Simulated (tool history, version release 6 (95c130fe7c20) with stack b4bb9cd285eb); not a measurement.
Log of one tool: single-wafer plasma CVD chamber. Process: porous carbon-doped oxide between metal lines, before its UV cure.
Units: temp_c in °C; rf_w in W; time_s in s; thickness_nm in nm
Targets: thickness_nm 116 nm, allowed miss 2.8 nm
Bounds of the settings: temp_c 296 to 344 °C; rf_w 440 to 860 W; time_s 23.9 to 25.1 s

run,hour,temp_c,rf_w,time_s,thickness_nm
1,0,320,650,25.1,142.95
2,4.8,311,650,25.1,148.39
3,7.7,314,625,25,139.57
4,9.1,316,610,25,135.22
5,13.5,318,600,25,132.92
6,18.5,311,600,25,137.08
7,22.9,314,590,25,131.87
8,28.3,316,585,25,129.95
9,36.7,328,535,24.9,111.33
10,39.2,327,535,24.9,112.4
11,45,326,535,24.9,112.92

Which of these 5 next moves meets every target?
A,50.8,331,520,24.9,?
B,50.8,328,580,23.9,?
C,50.8,331,560,23.9,?
D,50.8,327,510,25.1,?
E,50.8,328,540,24.3,?

move,thickness_nm
A,106.56
B,117.07
C,111.31
D,106.45
E,110.06
A: further off than the last run
B: meets every target
C: further off than the last run
D: further off than the last run
E: further off than the last run
Move B is the one to make.
